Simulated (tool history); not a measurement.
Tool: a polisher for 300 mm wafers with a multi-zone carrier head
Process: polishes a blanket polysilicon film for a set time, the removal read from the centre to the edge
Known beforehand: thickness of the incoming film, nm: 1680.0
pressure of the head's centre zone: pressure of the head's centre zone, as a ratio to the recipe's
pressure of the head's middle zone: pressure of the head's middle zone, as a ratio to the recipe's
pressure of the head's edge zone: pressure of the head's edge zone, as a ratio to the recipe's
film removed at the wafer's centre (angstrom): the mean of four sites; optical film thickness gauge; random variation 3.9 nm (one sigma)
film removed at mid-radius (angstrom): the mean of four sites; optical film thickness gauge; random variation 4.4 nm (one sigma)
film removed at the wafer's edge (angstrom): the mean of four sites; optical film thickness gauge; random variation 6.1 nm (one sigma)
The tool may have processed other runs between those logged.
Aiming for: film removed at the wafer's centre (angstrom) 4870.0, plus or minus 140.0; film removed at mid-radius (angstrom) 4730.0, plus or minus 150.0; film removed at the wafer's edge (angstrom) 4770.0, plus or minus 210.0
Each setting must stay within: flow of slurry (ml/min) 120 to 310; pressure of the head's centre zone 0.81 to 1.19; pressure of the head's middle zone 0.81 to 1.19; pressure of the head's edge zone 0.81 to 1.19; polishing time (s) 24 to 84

| run | hour | flow of slurry (ml/min) | pressure of the head's centre zone | pressure of the head's middle zone | pressure of the head's edge zone | polishing time (s) | film removed at the wafer's centre (angstrom) | film removed at mid-radius (angstrom) | film removed at the wafer's edge (angstrom) |
|---|---|---|---|---|---|---|---|---|---|
| 1 | 0.0 | 200 | 1.00 | 1.00 | 1.00 | 54 | 6843.3 | 6589.8 | 6979.1 |
| 2 | 3.6 | 180 | 1.00 | 1.00 | 1.00 | 54 | 6823.0 | 6689.2 | 6980.9 |
| 3 | 8.1 | 195 | 1.00 | 1.00 | 1.00 | 54 | 6978.9 | 6732.7 | 6822.7 |
| 4 | 11.5 | 215 | 0.96 | 0.97 | 0.96 | 49 | 6065.1 | 5962.9 | 6168.1 |
| 5 | 17.7 | 215 | 0.96 | 1.03 | 0.96 | 49 | 6094.8 | 6342.6 | 6076.8 |
| 6 | 25.0 | 215 | 0.96 | 1.03 | 0.96 | 42 | 5183.7 | 5388.7 | 5161.3 |
| 7 | 29.1 | 210 | 0.96 | 1.00 | 0.94 | 41 | 5008.3 | 5136.0 | 4994.7 |
| 8 | 38.1 | 200 | 0.97 | 0.98 | 0.93 | 41 | 5118.2 | 4921.9 | 5080.9 |
| 9 | 46.3 | 200 | 0.97 | 0.98 | 0.93 | 41 | 5133.7 | 5040.1 | 5042.1 |

Which of these 5 next moves meets every target?
| A | 54.5 | 195 | 0.90 | 0.87 | 0.99 | 42 | ? | ? | ? |
| B | 54.5 | 180 | 0.91 | 0.97 | 1.04 | 42 | ? | ? | ? |
| C | 54.5 | 175 | 1.00 | 0.97 | 0.95 | 39 | ? | ? | ? |
| D | 54.5 | 175 | 0.85 | 0.81 | 1.04 | 41 | ? | ? | ? |
| E | 54.5 | 210 | 0.90 | 0.87 | 1.08 | 38 | ? | ? | ? |

| move | film removed at the wafer's centre (angstrom) | film removed at mid-radius (angstrom) | film removed at the wafer's edge (angstrom) |
|---|---|---|---|
| A | 4824.6 | 4767.9 | 5358.3 |
| B | 4829.9 | 5114.0 | 5450.9 |
| C | 4833.6 | 4734.5 | 4835.9 |
| D | 4442.1 | 4382.9 | 5320.3 |
| E | 4399.1 | 4343.3 | 5085.7 |
A: gets the furthest-off result to its target, but another result is out of tolerance
B: further off than the last run
C: in spec on every target
D: pushes the last run's worst result past its target
E: pushes the last run's worst result past its target
Correct choice: C, which meets every target

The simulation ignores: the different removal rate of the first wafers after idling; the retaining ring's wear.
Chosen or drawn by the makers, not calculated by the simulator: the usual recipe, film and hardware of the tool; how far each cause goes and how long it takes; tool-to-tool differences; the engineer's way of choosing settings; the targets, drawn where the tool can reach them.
